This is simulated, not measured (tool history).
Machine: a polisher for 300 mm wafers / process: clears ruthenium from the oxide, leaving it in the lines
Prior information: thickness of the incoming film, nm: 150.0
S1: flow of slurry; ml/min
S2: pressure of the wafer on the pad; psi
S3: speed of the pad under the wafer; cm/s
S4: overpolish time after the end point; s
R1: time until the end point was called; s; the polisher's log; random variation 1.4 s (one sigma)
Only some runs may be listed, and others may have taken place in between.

run,day,S1,S2,S3,S4,R1
1,0.000,155,2.3,128,10,86.907
2,0.362,140,2.3,128,10,89.602
3,0.475,135,2.2,128,10,93.786
4,0.829,155,2.2,128,10,93.788
5,0.979,155,2.1,128,10,95.916
6,1.338,155,2.0,128,10,102.150

Run 7 has not been measured yet. What should we expect?
7,1.517,155,1.9,128,10,?

Run 7 produced R1 106.230 s.

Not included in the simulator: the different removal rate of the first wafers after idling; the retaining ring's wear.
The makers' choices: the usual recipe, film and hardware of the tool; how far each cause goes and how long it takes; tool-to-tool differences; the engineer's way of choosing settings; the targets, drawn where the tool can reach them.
